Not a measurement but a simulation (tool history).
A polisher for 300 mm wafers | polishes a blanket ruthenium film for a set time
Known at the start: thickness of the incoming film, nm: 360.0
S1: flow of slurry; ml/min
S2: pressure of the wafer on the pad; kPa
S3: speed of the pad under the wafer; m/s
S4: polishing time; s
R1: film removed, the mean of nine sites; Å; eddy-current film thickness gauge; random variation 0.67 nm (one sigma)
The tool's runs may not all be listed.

{"run": 1, "hour": 0.0, "S1": 305, "S2": 17.2, "S3": 0.94, "S4": 31, "R1": 396.56}
{"run": 2, "hour": 3.3, "S1": 305, "S2": 17.9, "S3": 0.94, "S4": 31, "R1": 407.82}
{"run": 3, "hour": 5.3, "S1": 305, "S2": 17.9, "S3": 0.94, "S4": 31, "R1": 410.82}
{"run": 4, "hour": 12.0, "S1": 305, "S2": 20, "S3": 0.94, "S4": 31, "R1": 459.33}
{"run": 5, "hour": 16.3, "S1": 305, "S2": 20, "S3": 0.94, "S4": 27, "R1": 391.99}
{"run": 6, "hour": 25.0, "S1": 360, "S2": 20, "S3": 0.94, "S4": 27, "R1": 402.85}

Run 7 comes next. What will it give?
{"run": 7, "hour": 27.7, "S1": 360, "S2": 20.7, "S3": 0.94, "S4": 27, "R1": "?"}

R1: 417.84 Å
